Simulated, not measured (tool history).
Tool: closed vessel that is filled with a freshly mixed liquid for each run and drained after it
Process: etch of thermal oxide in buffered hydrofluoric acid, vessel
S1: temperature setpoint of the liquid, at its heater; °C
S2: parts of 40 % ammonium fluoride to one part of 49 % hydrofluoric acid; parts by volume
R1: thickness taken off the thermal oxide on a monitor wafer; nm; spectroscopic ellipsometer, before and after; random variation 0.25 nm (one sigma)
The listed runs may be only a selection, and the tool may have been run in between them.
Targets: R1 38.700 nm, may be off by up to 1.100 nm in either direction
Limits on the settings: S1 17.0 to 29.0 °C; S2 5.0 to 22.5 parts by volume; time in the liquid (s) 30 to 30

{"run": 1, "hour": 0.0, "S1": 21.0, "S2": 13.5, "time in the liquid (s)": 30, "R1": 24.386}
{"run": 2, "hour": 8.1, "S1": 23.5, "S2": 13.5, "time in the liquid (s)": 30, "R1": 28.123}
{"run": 3, "hour": 10.6, "S1": 23.5, "S2": 13.5, "time in the liquid (s)": 30, "R1": 28.355}
{"run": 4, "hour": 14.1, "S1": 25.0, "S2": 13.5, "time in the liquid (s)": 30, "R1": 30.465}
{"run": 5, "hour": 18.1, "S1": 25.0, "S2": 12.0, "time in the liquid (s)": 30, "R1": 34.112}
{"run": 6, "hour": 23.8, "S1": 25.0, "S2": 9.0, "time in the liquid (s)": 30, "R1": 43.554}
{"run": 7, "hour": 27.0, "S1": 24.5, "S2": 9.0, "time in the liquid (s)": 30, "R1": 42.52}
{"run": 8, "hour": 28.0, "S1": 24.0, "S2": 9.0, "time in the liquid (s)": 30, "R1": 41.407}
{"hour": 33.1, "done": "thermometer replaced"}
{"run": 9, "hour": 33.1, "S1": 23.5, "S2": 9.0, "time in the liquid (s)": 30, "R1": 36.007}

Of the 5 settings listed for the next run, only one would bring every result within its allowed miss of target. Which one?
{"run": "A", "hour": 38.2, "S1": 22.5, "S2": 8.0, "time in the liquid (s)": 30, "R1": "?"}
{"run": "B", "hour": 38.2, "S1": 24.5, "S2": 10.0, "time in the liquid (s)": 30, "R1": "?"}
{"run": "C", "hour": 38.2, "S1": 20.0, "S2": 7.5, "time in the liquid (s)": 30, "R1": "?"}
{"run": "D", "hour": 38.2, "S1": 19.5, "S2": 7.5, "time in the liquid (s)": 30, "R1": "?"}
{"run": "E", "hour": 38.2, "S1": 22.5, "S2": 7.5, "time in the liquid (s)": 30, "R1": "?"}

move=A R1=38.612
move=B R1=35.477
move=C R1=36.043
move=D R1=35.048
move=E R1=41.404
A: all results land within tolerance of their targets
B: further off than the last run
C: as far off as the last run
D: further off than the last run
E: carries the result that was furthest off beyond its target, to the other side
Go with A: it meets all targets.
